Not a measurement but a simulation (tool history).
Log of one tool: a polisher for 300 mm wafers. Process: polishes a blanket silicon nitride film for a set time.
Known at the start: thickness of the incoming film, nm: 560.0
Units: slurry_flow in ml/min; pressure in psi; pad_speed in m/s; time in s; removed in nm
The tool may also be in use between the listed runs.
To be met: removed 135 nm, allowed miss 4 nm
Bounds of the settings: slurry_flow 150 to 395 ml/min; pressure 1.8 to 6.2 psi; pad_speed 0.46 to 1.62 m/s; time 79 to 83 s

run 1 hour=0 | slurry_flow=250 pressure=4 pad_speed=1.04 time=79 | removed=157.02
run 2 hour=4.4 | slurry_flow=250 pressure=4.8 pad_speed=1.04 time=79 | removed=182.77
run 3 hour=13.3 | slurry_flow=250 pressure=4.2 pad_speed=1.04 time=79 | removed=161.93
run 4 hour=16.2 | slurry_flow=250 pressure=4.2 pad_speed=1.04 time=79 | removed=163.27
run 5 hour=18.9 | slurry_flow=250 pressure=4.2 pad_speed=1.04 time=79 | removed=162
run 6 hour=23.5 | slurry_flow=250 pressure=4.2 pad_speed=1.04 time=83 | removed=168.79
run 7 hour=30.3 | slurry_flow=250 pressure=4 pad_speed=1.04 time=83 | removed=162.43
run 8 hour=30.9 | slurry_flow=250 pressure=3.8 pad_speed=1.04 time=83 | removed=152.75
run 9 hour=33 | slurry_flow=250 pressure=3.7 pad_speed=1.04 time=83 | removed=151.34
run 10 hour=36.8 | slurry_flow=250 pressure=3.7 pad_speed=1.04 time=83 | removed=149.74
run 11 hour=41.8 | slurry_flow=250 pressure=3.6 pad_speed=1.04 time=83 | removed=148.7
run 12 hour=45.7 | slurry_flow=250 pressure=3.5 pad_speed=1.04 time=83 | removed=141.12

Which of these 5 next moves meets every target?
run A hour=49.6 | slurry_flow=220 pressure=4.2 pad_speed=0.9 time=79 | removed=?
run B hour=49.6 | slurry_flow=175 pressure=3.7 pad_speed=1.12 time=79 | removed=?
run C hour=49.6 | slurry_flow=225 pressure=4 pad_speed=1 time=79 | removed=?
run D hour=49.6 | slurry_flow=325 pressure=3 pad_speed=1.22 time=83 | removed=?
run E hour=49.6 | slurry_flow=265 pressure=3.5 pad_speed=1.02 time=79 | removed=?

move=A removed=142.59
move=B removed=145.79
move=C removed=148.34
move=D removed=143.47
move=E removed=134.77
A: further off than the last run
B: further off than the last run
C: further off than the last run
D: further off than the last run
E: meets every target
Move E is the one to make.
